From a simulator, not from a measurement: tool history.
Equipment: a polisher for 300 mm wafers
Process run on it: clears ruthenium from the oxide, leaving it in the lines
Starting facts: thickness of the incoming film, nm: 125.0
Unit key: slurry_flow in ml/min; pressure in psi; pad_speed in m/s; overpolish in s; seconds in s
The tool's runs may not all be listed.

run 1 hour=0 | slurry_flow=130 pressure=1.5 pad_speed=0.88 overpolish=5 | seconds=149.55
run 2 hour=3.8 | slurry_flow=130 pressure=1.5 pad_speed=1.06 overpolish=5 | seconds=125.67
run 3 hour=11.9 | slurry_flow=130 pressure=1.5 pad_speed=1.16 overpolish=5 | seconds=118.97
run 4 hour=14.6 | slurry_flow=130 pressure=1.5 pad_speed=1.08 overpolish=5 | seconds=126.26
run 5 hour=15.7 | slurry_flow=125 pressure=1.4 pad_speed=1.08 overpolish=5 | seconds=133.8
run 6 hour=24.3 | slurry_flow=125 pressure=1.3 pad_speed=1.08 overpolish=5 | seconds=141.98
run 7 hour=26.9 | slurry_flow=120 pressure=1.2 pad_speed=1.08 overpolish=5 | seconds=152.27
run 8 hour=35.9 | slurry_flow=115 pressure=1.1 pad_speed=1.08 overpolish=5 | seconds=164.79

Run 9, settings as shown, results not yet in. Your forecast:
run 9 hour=42.8 | slurry_flow=110 pressure=1.1 pad_speed=1.08 overpolish=5 | seconds=?

{"run 9": {"seconds": 168.44}}

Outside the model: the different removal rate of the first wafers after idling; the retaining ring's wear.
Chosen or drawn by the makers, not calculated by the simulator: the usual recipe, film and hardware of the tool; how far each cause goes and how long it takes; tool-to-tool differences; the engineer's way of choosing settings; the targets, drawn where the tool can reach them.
